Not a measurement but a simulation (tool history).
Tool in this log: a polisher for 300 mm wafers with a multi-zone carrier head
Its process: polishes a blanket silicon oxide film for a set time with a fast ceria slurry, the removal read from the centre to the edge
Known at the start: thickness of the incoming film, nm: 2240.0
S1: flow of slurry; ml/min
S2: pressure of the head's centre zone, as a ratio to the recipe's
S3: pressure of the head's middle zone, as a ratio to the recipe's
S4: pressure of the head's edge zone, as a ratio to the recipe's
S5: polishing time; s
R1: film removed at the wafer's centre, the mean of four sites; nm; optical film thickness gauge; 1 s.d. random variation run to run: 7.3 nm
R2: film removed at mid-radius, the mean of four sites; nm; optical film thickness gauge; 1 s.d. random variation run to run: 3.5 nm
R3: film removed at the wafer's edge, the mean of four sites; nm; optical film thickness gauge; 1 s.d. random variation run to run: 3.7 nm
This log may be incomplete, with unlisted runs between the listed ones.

run  hour   S1    S2    S3    S4  S5      R1      R2      R3
  1   0.0  310  1.00  1.00  1.00  62  715.51  729.71  695.16
  2   3.7  300  1.00  0.97  0.99  60  698.21  681.82  680.24
  3   6.1  300  1.00  1.04  0.99  60  691.05  731.12  678.13
  4   8.3  300  1.06  1.04  0.99  60  735.86  732.91  677.94
  5  10.8  300  1.06  0.98  0.99  60  731.39  686.20  673.89
  6  14.1  300  1.06  0.98  1.07  60  747.74  679.18  696.26
  7  21.8  265  1.05  0.88  0.97  44  528.15  457.06  483.99
  8  27.6  280  1.05  0.88  0.99  44  526.09  456.99  494.66
  9  31.2  295  1.06  0.89  1.00  44  543.67  473.59  502.58
 10  33.7  305  1.06  0.89  1.01  44  532.40  469.43  511.71
 11  38.5  310  1.07  0.89  1.01  44  550.48  468.19  512.38
 12  43.8  320  1.07  0.89  1.01  44  542.50  469.47  507.31

Expected results for the next run?
 13  50.1  325  1.08  0.89  1.02  44   ?   ?   ?

R1: 554.31 nm
R2: 471.72 nm
R3: 511.22 nm
